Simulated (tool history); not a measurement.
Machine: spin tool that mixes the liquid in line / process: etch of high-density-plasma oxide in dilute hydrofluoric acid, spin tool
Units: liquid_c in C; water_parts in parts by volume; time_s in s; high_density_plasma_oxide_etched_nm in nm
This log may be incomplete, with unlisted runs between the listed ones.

run,hour,liquid_c,water_parts,time_s,high_density_plasma_oxide_etched_nm
1,0.0,20.0,150,310,8.3324
2,5.5,20.0,200,310,5.8918
3,12.1,20.0,175,310,6.9420
4,20.9,17.5,175,310,6.3463
5,23.2,17.5,205,310,5.2187
6,28.6,17.5,205,330,5.6488
7,35.7,19.0,195,330,6.2694

The next listed run, before its measurement:
8,40.0,20.5,180,330,?

high_density_plasma_oxide_etched_nm: 7.2729 nm
